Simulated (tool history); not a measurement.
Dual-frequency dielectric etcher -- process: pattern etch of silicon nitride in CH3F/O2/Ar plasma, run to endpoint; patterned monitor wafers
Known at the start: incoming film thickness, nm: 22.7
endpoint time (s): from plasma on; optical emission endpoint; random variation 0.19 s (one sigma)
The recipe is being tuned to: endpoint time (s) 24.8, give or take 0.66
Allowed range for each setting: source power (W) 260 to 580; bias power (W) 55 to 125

run	hour	source power (W)	bias power (W)	endpoint time (s)
1	0	420	90	28.367
2	1.7	490	90	26.698
3	9.5	490	78	28.175
4	16.9	540	78	27.208
5	21.8	580	78	26.454
6	29.3	550	78	27.377
7	30.6	550	78	27.298
8	33.7	560	82	26.411
9	36.5	560	82	26.235

Consider the 5 candidate settings below. Which is the only one whose results all fall within their allowed miss of target?
A	39.3	580	112	?
B	39.3	580	120	?
C	39.3	480	85	?
D	39.3	580	111	?
E	39.3	580	94	?

move	endpoint time (s)
A	23.35
B	22.794
C	27.149
D	23.423
E	24.782
A: moves the result that the last run missed by most past its target, out the other side
B: moves the result that the last run missed by most past its target, out the other side
C: the biggest miss grows against the last run
D: moves the result that the last run missed by most past its target, out the other side
E: each result inside its tolerance
Move E is the one to make.
